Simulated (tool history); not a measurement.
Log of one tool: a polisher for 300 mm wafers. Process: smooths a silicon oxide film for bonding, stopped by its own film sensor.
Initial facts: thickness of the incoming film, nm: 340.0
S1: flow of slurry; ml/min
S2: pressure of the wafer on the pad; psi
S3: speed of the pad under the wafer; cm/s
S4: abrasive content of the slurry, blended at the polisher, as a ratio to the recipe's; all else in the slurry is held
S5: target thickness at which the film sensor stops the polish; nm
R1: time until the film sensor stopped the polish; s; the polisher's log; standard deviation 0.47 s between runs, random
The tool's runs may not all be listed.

Run 1, hour 0.0: S1 260 ml/min, S2 2.1 psi, S3 82 cm/s, S4 1.00, S5 308 nm. Result: R1 59.373 s.
Run 2, hour 7.7: S1 260 ml/min, S2 2.1 psi, S3 90 cm/s, S4 1.00, S5 308 nm. Result: R1 55.125 s.
Run 3, hour 14.6: S1 260 ml/min, S2 2.5 psi, S3 90 cm/s, S4 1.00, S5 308 nm. Result: R1 48.217 s.
Run 4, hour 21.4: S1 260 ml/min, S2 2.5 psi, S3 90 cm/s, S4 1.00, S5 308 nm. Result: R1 47.825 s.
Run 5, hour 25.3: S1 260 ml/min, S2 2.5 psi, S3 90 cm/s, S4 0.85, S5 308 nm. Result: R1 48.854 s.
Run 6, hour 34.2: S1 285 ml/min, S2 2.5 psi, S3 90 cm/s, S4 0.85, S5 308 nm. Result: R1 49.011 s.
Run 7, hour 34.9: S1 285 ml/min, S2 2.7 psi, S3 92 cm/s, S4 0.85, S5 308 nm. Result: R1 45.751 s.
Run 8, hour 36.9: S1 285 ml/min, S2 2.8 psi, S3 96 cm/s, S4 0.85, S5 308 nm. Result: R1 41.683 s.
Run 9, hour 38.1: S1 285 ml/min, S2 2.9 psi, S3 98 cm/s, S4 0.85, S5 308 nm. Result: R1 39.324 s.
Run 10, hour 40.2: S1 285 ml/min, S2 3.0 psi, S3 98 cm/s, S4 0.85, S5 308 nm. Result: R1 37.689 s.

Run 11 has not been measured yet. What should we expect?
Run 11, hour 45.8: S1 285 ml/min, S2 3.1 psi, S3 100 cm/s, S4 0.85, S5 308 nm. Result: R1 ?.

{"run 11": {"R1": 36.557}}

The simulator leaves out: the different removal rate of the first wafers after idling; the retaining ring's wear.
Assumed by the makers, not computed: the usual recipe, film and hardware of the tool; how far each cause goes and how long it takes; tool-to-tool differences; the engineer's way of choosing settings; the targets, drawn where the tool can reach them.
